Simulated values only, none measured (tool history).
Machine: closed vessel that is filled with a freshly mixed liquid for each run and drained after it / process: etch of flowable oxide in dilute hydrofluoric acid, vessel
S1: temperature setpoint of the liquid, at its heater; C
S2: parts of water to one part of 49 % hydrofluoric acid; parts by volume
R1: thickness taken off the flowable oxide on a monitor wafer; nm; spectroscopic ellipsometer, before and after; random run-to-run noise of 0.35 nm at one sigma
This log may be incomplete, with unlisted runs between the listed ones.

run 1 hour=0.0 | S1=23.0 S2=240 time_in_the_liquid_(s)=255 | R1=27.692
run 2 hour=6.1 | S1=23.0 S2=240 time_in_the_liquid_(s)=255 | R1=27.796
run 3 hour=10.0 | S1=23.0 S2=240 time_in_the_liquid_(s)=270 | R1=29.199
run 4 hour=15.9 | S1=24.5 S2=225 time_in_the_liquid_(s)=270 | R1=33.404
-- hour=18.8 thermometer replaced
run 5 hour=18.8 | S1=27.5 S2=225 time_in_the_liquid_(s)=270 | R1=40.528
run 6 hour=26.9 | S1=27.5 S2=225 time_in_the_liquid_(s)=255 | R1=37.866
run 7 hour=30.1 | S1=28.0 S2=220 time_in_the_liquid_(s)=255 | R1=39.828

Run 8 comes next. What will it give?
run 8 hour=37.1 | S1=28.5 S2=215 time_in_the_liquid_(s)=255 | R1=?

Run 8 yielded R1 41.783 nm.
